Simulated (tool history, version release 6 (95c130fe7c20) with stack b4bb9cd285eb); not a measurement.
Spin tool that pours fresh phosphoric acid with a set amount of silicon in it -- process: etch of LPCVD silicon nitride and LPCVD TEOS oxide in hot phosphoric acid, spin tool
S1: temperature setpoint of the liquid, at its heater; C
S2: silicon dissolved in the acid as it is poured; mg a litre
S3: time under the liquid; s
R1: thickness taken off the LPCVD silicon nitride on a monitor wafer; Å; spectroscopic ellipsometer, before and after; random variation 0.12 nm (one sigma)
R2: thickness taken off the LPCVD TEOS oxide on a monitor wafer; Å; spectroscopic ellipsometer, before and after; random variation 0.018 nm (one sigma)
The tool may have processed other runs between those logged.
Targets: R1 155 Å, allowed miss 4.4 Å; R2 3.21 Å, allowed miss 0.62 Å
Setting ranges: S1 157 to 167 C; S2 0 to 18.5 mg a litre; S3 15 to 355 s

run 1 day=0 | S1=162 S2=8 S3=180 | R1=176.82 R2=4.0973
run 2 day=0.192 | S1=161 S2=8 S3=180 | R1=168.36 R2=4.2495
run 3 day=0.438 | S1=163 S2=8 S3=180 | R1=179.52 R2=4.7442
run 4 day=0.8 | S1=162 S2=9 S3=180 | R1=174.77 R2=4.0789
run 5 day=1.038 | S1=164 S2=9 S3=180 | R1=188.04 R2=4.4933
run 6 day=1.238 | S1=165 S2=9 S3=180 | R1=194.24 R2=5.5649
run 7 day=1.475 | S1=163.5 S2=9 S3=175 | R1=179.91 R2=4.5341
run 8 day=1.754 | S1=162.5 S2=9.5 S3=175 | R1=174.36 R2=4.4938
run 9 day=2.1 | S1=161.5 S2=7.5 S3=175 | R1=168.54 R2=4.1247
run 10 day=2.404 | S1=161 S2=9 S3=175 | R1=163.41 R2=3.6631
run 11 day=2.775 | S1=160.5 S2=9 S3=175 | R1=160.86 R2=3.8501
run 12 day=2.992 | S1=160 S2=10.5 S3=175 | R1=158.28 R2=3.4789
run 13 day=3.121 | S1=160 S2=11 S3=175 | R1=158 R2=3.3243
run 14 day=3.371 | S1=160 S2=11 S3=175 | R1=159.69 R2=3.307

Which single option among these 5 for the next run brings every result within its allowed miss of target? Just one does.
run A day=3.621 | S1=158 S2=13 S3=190 | R1=? R2=?
run B day=3.621 | S1=160.5 S2=15.5 S3=180 | R1=? R2=?
run C day=3.621 | S1=158.5 S2=9.5 S3=180 | R1=? R2=?
run D day=3.621 | S1=158 S2=18.5 S3=195 | R1=? R2=?
run E day=3.621 | S1=159.5 S2=9.5 S3=185 | R1=? R2=?

move=A R1=161.19 R2=3.046
move=B R1=166.13 R2=3.2683
move=C R1=155.31 R2=3.2451
move=D R1=165.43 R2=2.7168
move=E R1=165.1 R2=3.593
A: further off than the last run
B: further off than the last run
C: hits every target within its allowed miss
D: further off than the last run
E: further off than the last run
Go with C: it meets all targets.
